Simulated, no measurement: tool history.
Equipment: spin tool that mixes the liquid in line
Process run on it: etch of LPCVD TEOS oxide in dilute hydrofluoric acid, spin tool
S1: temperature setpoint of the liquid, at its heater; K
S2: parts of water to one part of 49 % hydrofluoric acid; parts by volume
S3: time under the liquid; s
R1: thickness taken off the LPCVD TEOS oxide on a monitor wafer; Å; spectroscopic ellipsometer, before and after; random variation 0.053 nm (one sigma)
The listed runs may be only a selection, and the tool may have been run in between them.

run	hour	S1	S2	S3	R1
1	0	295.15	210	130	165.01
2	8.4	294.15	225	130	143.73
3	15.9	294.15	225	130	145.51
4	17.1	294.15	265	130	117.58
5	26	296.15	265	130	125.48
6	32.5	296.15	265	140	134.28
# hour 38.1: thermometer replaced
7	38.1	295.15	275	140	116.34
8	46.9	294.15	275	140	111.54

Forecast run 9:
9	49.1	293.65	275	140	?

R1: 110.47 Å
